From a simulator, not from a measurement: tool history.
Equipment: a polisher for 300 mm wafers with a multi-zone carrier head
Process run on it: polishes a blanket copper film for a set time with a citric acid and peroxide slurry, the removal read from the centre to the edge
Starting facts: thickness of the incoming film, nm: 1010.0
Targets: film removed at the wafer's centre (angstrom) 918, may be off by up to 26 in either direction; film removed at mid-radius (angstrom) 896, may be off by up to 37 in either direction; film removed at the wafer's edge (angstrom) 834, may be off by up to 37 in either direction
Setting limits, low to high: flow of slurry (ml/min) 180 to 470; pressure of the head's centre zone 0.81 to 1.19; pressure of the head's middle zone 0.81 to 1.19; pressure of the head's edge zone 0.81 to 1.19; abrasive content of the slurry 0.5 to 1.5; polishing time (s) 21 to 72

run	day	flow of slurry (ml/min)	pressure of the head's centre zone	pressure of the head's middle zone	pressure of the head's edge zone	abrasive content of the slurry	polishing time (s)	film removed at the wafer's centre (angstrom)	film removed at mid-radius (angstrom)	film removed at the wafer's edge (angstrom)
1	0	300	1	1	1	1	46	1251.2	1306.3	1217.9
2	0.233	300	1	1	1	0.85	46	1231	1278	1221.1
3	0.292	300	1	1	1	0.85	53	1409.9	1503.8	1362.3
4	0.529	300	1	1	1	0.65	53	1378.4	1425.6	1327.9
5	0.829	300	1	1	0.96	0.65	53	1363.9	1424.3	1285.7
6	1.188	300	1.08	1	0.96	0.65	53	1473.3	1432.6	1315.8
# day 1.262: edge zone pressure recalibrated
7	1.262	310	0.98	0.9	0.86	0.5	40	974.3	983.37	945.25
8	1.338	305	0.99	0.9	0.85	0.5	39	960.52	936.21	903.29

Exactly one of the 4 candidate moves below puts every result within its allowed miss. Which one?
A	1.412	310	1.01	0.81	0.85	0.5	41	?	?	?
B	1.412	180	1.04	0.95	0.81	0.7	37	?	?	?
C	1.412	315	0.96	1.04	0.87	0.5	38	?	?	?
D	1.412	330	0.87	0.87	0.87	0.55	42	?	?	?

move	film removed at the wafer's centre (angstrom)	film removed at mid-radius (angstrom)	film removed at the wafer's edge (angstrom)
A	1026.5	948.08	994.38
B	916.78	919.13	867.06
C	906.74	1038.1	930.17
D	922.89	1036.8	1046.8
A: lands further from the targets than the last run did
B: meets every target
C: lands further from the targets than the last run did
D: lands further from the targets than the last run did
Move B is the one to make.

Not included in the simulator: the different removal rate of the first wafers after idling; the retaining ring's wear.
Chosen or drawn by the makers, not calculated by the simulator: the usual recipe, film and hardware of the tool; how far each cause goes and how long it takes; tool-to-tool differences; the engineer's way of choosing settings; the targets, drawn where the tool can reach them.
